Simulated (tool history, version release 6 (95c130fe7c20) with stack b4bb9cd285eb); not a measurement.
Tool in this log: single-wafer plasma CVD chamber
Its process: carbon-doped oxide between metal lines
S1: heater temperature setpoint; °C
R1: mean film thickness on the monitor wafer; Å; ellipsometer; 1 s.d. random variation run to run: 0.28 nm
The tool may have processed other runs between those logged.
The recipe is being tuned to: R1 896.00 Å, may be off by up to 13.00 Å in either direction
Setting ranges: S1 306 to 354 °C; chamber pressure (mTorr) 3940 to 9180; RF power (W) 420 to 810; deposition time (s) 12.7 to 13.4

{"run": 1, "hour": 0.0, "S1": 330, "chamber pressure (mTorr)": 6560, "RF power (W)": 615, "deposition time (s)": 13.4, "R1": 836.48}
{"run": 2, "hour": 5.3, "S1": 330, "chamber pressure (mTorr)": 6560, "RF power (W)": 615, "deposition time (s)": 12.7, "R1": 795.62}
{"run": 3, "hour": 10.2, "S1": 327, "chamber pressure (mTorr)": 6740, "RF power (W)": 625, "deposition time (s)": 12.7, "R1": 810.78}
{"run": 4, "hour": 17.2, "S1": 318, "chamber pressure (mTorr)": 6740, "RF power (W)": 625, "deposition time (s)": 12.7, "R1": 835.42}
{"run": 5, "hour": 26.2, "S1": 324, "chamber pressure (mTorr)": 6740, "RF power (W)": 625, "deposition time (s)": 12.7, "R1": 819.02}
{"run": 6, "hour": 34.6, "S1": 324, "chamber pressure (mTorr)": 6740, "RF power (W)": 625, "deposition time (s)": 13.4, "R1": 865.31}
{"run": 7, "hour": 38.1, "S1": 323, "chamber pressure (mTorr)": 6800, "RF power (W)": 625, "deposition time (s)": 13.4, "R1": 868.39}
{"run": 8, "hour": 40.7, "S1": 322, "chamber pressure (mTorr)": 6860, "RF power (W)": 625, "deposition time (s)": 13.4, "R1": 875.35}
{"run": 9, "hour": 44.7, "S1": 321, "chamber pressure (mTorr)": 6890, "RF power (W)": 625, "deposition time (s)": 13.4, "R1": 874.29}
{"run": 10, "hour": 46.5, "S1": 320, "chamber pressure (mTorr)": 6930, "RF power (W)": 625, "deposition time (s)": 13.4, "R1": 881.69}

Pick the move, out of 5, that brings all results within their allowed miss; only one does.
{"run": "A", "hour": 48.3, "S1": 313, "chamber pressure (mTorr)": 6620, "RF power (W)": 615, "deposition time (s)": 13.4, "R1": "?"}
{"run": "B", "hour": 48.3, "S1": 310, "chamber pressure (mTorr)": 6620, "RF power (W)": 590, "deposition time (s)": 13.0, "R1": "?"}
{"run": "C", "hour": 48.3, "S1": 323, "chamber pressure (mTorr)": 7080, "RF power (W)": 625, "deposition time (s)": 13.2, "R1": "?"}
{"run": "D", "hour": 48.3, "S1": 320, "chamber pressure (mTorr)": 6470, "RF power (W)": 670, "deposition time (s)": 12.7, "R1": "?"}
{"run": "E", "hour": 48.3, "S1": 319, "chamber pressure (mTorr)": 7340, "RF power (W)": 615, "deposition time (s)": 13.0, "R1": "?"}

move=A R1=887.77
move=B R1=845.96
move=C R1=854.79
move=D R1=868.70
move=E R1=847.72
A: all results in spec
B: its largest miss is bigger than the last run's
C: its largest miss is bigger than the last run's
D: its largest miss is bigger than the last run's
E: its largest miss is bigger than the last run's
So the answer is move A, the one that meets all the targets.
